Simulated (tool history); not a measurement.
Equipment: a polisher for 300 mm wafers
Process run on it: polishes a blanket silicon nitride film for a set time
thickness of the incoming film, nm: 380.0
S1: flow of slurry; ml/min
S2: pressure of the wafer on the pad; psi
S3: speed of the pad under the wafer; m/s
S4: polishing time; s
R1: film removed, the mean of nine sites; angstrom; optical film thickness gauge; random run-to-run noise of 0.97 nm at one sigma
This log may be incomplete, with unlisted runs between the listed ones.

| run | hour | S1 | S2 | S3 | S4 | R1 |
|---|---|---|---|---|---|---|
| 1 | 0.0 | 265 | 3.0 | 1.22 | 33 | 543.60 |
| 2 | 4.5 | 265 | 3.2 | 1.22 | 33 | 566.71 |
| 3 | 7.6 | 265 | 3.4 | 1.22 | 33 | 606.33 |
| 4 | 15.3 | 265 | 3.5 | 1.22 | 33 | 624.14 |
| 5 | 22.6 | 265 | 3.5 | 1.22 | 33 | 614.73 |
| 6 | 28.4 | 265 | 3.5 | 1.32 | 33 | 660.10 |
| 7 | 32.1 | 265 | 3.6 | 1.32 | 33 | 651.28 |
| 8 | 36.7 | 265 | 3.7 | 1.32 | 33 | 685.27 |

Forecast run 9:
| 9 | 38.0 | 265 | 3.8 | 1.32 | 33 | ? |

{"run 9": {"R1": 700.82}}

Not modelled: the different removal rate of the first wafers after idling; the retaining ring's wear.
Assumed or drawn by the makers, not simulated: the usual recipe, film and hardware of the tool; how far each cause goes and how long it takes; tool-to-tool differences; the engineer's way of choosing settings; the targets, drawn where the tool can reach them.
